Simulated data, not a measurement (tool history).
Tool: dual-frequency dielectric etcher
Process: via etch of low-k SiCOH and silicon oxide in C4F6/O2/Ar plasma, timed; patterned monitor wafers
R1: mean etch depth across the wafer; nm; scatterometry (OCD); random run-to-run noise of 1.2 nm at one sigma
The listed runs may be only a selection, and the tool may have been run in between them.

Run 1, hour 0.0: source power (W) 400, bias power (W) 192, etch time (s) 61.5. Result: R1 171.44 nm.
Run 2, hour 2.2: source power (W) 450, bias power (W) 200, etch time (s) 61.5. Result: R1 182.71 nm.
Run 3, hour 6.6: source power (W) 450, bias power (W) 223, etch time (s) 61.5. Result: R1 194.08 nm.
Run 4, hour 13.2: source power (W) 450, bias power (W) 223, etch time (s) 57.0. Result: R1 179.22 nm.
Run 5, hour 15.8: source power (W) 480, bias power (W) 229, etch time (s) 57.0. Result: R1 185.74 nm.
Run 6, hour 19.8: source power (W) 480, bias power (W) 254, etch time (s) 57.0. Result: R1 192.37 nm.
Run 7, hour 23.1: source power (W) 500, bias power (W) 256, etch time (s) 57.0. Result: R1 197.81 nm.

Run 8, settings as shown, results not yet in. Your forecast:
Run 8, hour 27.1: source power (W) 510, bias power (W) 257, etch time (s) 57.0. Result: R1 ?.

R1: 196.82 nm
